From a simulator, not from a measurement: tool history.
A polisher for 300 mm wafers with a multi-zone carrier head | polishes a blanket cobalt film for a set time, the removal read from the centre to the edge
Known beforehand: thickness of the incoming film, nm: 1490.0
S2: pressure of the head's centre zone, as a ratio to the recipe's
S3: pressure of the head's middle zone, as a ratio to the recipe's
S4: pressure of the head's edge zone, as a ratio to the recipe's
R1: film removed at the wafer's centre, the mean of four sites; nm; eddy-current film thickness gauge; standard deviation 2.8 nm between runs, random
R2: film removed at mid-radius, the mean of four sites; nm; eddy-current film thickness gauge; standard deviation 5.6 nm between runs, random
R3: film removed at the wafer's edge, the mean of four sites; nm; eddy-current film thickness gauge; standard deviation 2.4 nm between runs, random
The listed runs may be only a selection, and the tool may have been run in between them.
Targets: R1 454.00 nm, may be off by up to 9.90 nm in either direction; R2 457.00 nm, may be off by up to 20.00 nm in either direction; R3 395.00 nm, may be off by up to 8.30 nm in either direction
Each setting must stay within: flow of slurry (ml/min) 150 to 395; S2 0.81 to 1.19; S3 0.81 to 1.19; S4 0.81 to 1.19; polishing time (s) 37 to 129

run 1 hour=0.0 | flow_of_slurry_(ml/min)=250 S2=1.00 S3=1.00 S4=1.00 polishing_time_(s)=83 | R1=364.22 R2=362.41 R3=381.54
run 2 hour=2.4 | flow_of_slurry_(ml/min)=220 S2=1.00 S3=1.00 S4=1.00 polishing_time_(s)=83 | R1=364.30 R2=356.97 R3=380.27
run 3 hour=9.1 | flow_of_slurry_(ml/min)=280 S2=1.00 S3=1.00 S4=1.00 polishing_time_(s)=83 | R1=372.08 R2=372.10 R3=384.08
run 4 hour=12.6 | flow_of_slurry_(ml/min)=280 S2=1.00 S3=1.00 S4=1.04 polishing_time_(s)=83 | R1=374.63 R2=368.89 R3=393.43
-- hour=18.0 edge zone pressure recalibrated
run 5 hour=18.0 | flow_of_slurry_(ml/min)=280 S2=1.00 S3=1.00 S4=1.04 polishing_time_(s)=68 | R1=300.45 R2=308.84 R3=304.03
run 6 hour=22.1 | flow_of_slurry_(ml/min)=290 S2=1.02 S3=1.03 S4=1.05 polishing_time_(s)=70 | R1=323.58 R2=316.76 R3=317.59
run 7 hour=30.4 | flow_of_slurry_(ml/min)=305 S2=1.02 S3=1.06 S4=1.02 polishing_time_(s)=73 | R1=337.35 R2=344.14 R3=323.93
run 8 hour=31.6 | flow_of_slurry_(ml/min)=305 S2=1.02 S3=1.06 S4=1.02 polishing_time_(s)=73 | R1=335.87 R2=334.66 R3=324.55
run 9 hour=35.6 | flow_of_slurry_(ml/min)=320 S2=1.02 S3=1.08 S4=1.00 polishing_time_(s)=76 | R1=351.91 R2=370.08 R3=339.75
run 10 hour=43.8 | flow_of_slurry_(ml/min)=320 S2=1.02 S3=1.08 S4=1.00 polishing_time_(s)=76 | R1=353.31 R2=353.99 R3=338.86
run 11 hour=44.8 | flow_of_slurry_(ml/min)=330 S2=1.02 S3=1.10 S4=0.98 polishing_time_(s)=78 | R1=361.67 R2=376.58 R3=341.65
run 12 hour=53.0 | flow_of_slurry_(ml/min)=335 S2=1.03 S3=1.11 S4=0.99 polishing_time_(s)=80 | R1=376.14 R2=400.48 R3=353.75

5 candidate next runs follow, results not yet known. Just one meets every target within its allowed miss. Identify it.
run A hour=61.2 | flow_of_slurry_(ml/min)=325 S2=0.87 S3=0.87 S4=1.01 polishing_time_(s)=86 | R1=? R2=? R3=?
run B hour=61.2 | flow_of_slurry_(ml/min)=360 S2=1.13 S3=1.17 S4=0.94 polishing_time_(s)=87 | R1=? R2=? R3=?
run C hour=61.2 | flow_of_slurry_(ml/min)=310 S2=1.13 S3=1.07 S4=0.99 polishing_time_(s)=89 | R1=? R2=? R3=?
run D hour=61.2 | flow_of_slurry_(ml/min)=360 S2=1.13 S3=1.03 S4=1.01 polishing_time_(s)=87 | R1=? R2=? R3=?
run E hour=61.2 | flow_of_slurry_(ml/min)=395 S2=1.03 S3=1.06 S4=0.81 polishing_time_(s)=95 | R1=? R2=? R3=?

move=A R1=340.58 R2=340.28 R3=386.31
move=B R1=453.33 R2=445.13 R3=379.59
move=C R1=457.40 R2=416.75 R3=394.04
move=D R1=452.89 R2=399.08 R3=392.37
move=E R1=453.93 R2=449.92 R3=392.57
A: lands further from the targets than the last run did
B: puts the biggest miss on target and leaves a different result outside tolerance
C: puts the biggest miss on target and leaves a different result outside tolerance
D: puts the biggest miss on target and leaves a different result outside tolerance
E: all results land within tolerance of their targets
Correct choice: E, which meets every target
